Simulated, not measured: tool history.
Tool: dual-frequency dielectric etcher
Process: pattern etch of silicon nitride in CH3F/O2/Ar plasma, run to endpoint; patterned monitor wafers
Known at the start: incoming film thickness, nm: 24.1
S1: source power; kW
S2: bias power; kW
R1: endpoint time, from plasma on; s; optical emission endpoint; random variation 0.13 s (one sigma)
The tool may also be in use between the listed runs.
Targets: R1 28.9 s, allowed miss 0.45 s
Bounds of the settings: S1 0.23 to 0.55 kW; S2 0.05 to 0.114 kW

| run | day | S1 | S2 | R1 |
|---|---|---|---|---|
| 1 | 0 | 0.39 | 0.082 | 33.465 |
| 2 | 0.367 | 0.39 | 0.074 | 35.787 |
| 3 | 0.646 | 0.41 | 0.075 | 34.557 |
| 4 | 0.942 | 0.41 | 0.069 | 36.448 |
| 5 | 1.196 | 0.41 | 0.074 | 34.893 |
| 6 | 1.529 | 0.42 | 0.075 | 34.45 |
| 7 | 1.871 | 0.43 | 0.076 | 33.294 |
| 8 | 2.229 | 0.44 | 0.076 | 33.092 |

5 next moves are on the table. One of them brings every result within its allowed miss. Which?
| A | 2.588 | 0.46 | 0.086 | ? |
| B | 2.588 | 0.49 | 0.1 | ? |
| C | 2.588 | 0.54 | 0.083 | ? |
| D | 2.588 | 0.32 | 0.07 | ? |
| E | 2.588 | 0.46 | 0.083 | ? |

| move | R1 |
|---|---|
| A | 30.248 |
| B | 27.133 |
| C | 28.784 |
| D | 40.129 |
| E | 30.848 |
A: nearer than the last run, and not there yet
B: takes the result that was furthest off past its target
C: meets every target
D: further off than the last run
E: nearer than the last run, and not there yet
The right move is C.

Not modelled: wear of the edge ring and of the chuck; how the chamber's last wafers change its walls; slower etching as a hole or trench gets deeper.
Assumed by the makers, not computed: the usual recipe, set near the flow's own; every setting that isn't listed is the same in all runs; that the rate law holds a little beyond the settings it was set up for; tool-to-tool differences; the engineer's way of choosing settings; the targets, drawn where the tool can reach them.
